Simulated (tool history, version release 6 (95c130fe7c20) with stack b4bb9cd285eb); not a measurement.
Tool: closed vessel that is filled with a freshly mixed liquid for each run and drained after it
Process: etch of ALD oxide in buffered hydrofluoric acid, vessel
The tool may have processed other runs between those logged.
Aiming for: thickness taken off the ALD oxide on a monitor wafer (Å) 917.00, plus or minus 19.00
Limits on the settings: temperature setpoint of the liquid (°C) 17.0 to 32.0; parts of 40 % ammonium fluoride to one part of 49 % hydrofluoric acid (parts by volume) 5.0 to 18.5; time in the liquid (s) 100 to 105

| run | hour | temperature setpoint of the liquid (°C) | parts of 40 % ammonium fluoride to one part of 49 % hydrofluoric acid (parts by volume) | time in the liquid (s) | thickness taken off the ALD oxide on a monitor wafer (Å) |
|---|---|---|---|---|---|
| 1 | 0.0 | 25.0 | 11.5 | 100 | 1523.60 |
| 2 | 2.1 | 23.0 | 11.5 | 100 | 1352.20 |
| 3 | 3.6 | 23.0 | 13.0 | 100 | 1200.30 |
| 4 | 9.8 | 21.5 | 13.0 | 100 | 1110.80 |
| 5 | 17.4 | 24.0 | 13.0 | 100 | 1280.30 |
| 6 | 19.9 | 22.5 | 13.0 | 100 | 1174.30 |
| 7 | 22.6 | 21.5 | 13.0 | 100 | 1115.40 |
| 8 | 25.8 | 17.5 | 13.0 | 100 | 895.48 |
| 9 | 33.2 | 17.5 | 13.0 | 100 | 885.43 |

Pick the move, out of 4, that brings all results within their allowed miss; only one does.
| A | 40.6 | 17.0 | 11.5 | 100 | ? |
| B | 40.6 | 17.0 | 14.0 | 105 | ? |
| C | 40.6 | 20.5 | 15.0 | 100 | ? |
| D | 40.6 | 18.0 | 13.0 | 105 | ? |

| move | thickness taken off the ALD oxide on a monitor wafer (Å) |
|---|---|
| A | 961.51 |
| B | 832.53 |
| C | 902.97 |
| D | 947.86 |
A: takes the biggest miss from the last run beyond its target
B: further off than the last run
C: meets every target
D: takes the biggest miss from the last run beyond its target
Answer: C

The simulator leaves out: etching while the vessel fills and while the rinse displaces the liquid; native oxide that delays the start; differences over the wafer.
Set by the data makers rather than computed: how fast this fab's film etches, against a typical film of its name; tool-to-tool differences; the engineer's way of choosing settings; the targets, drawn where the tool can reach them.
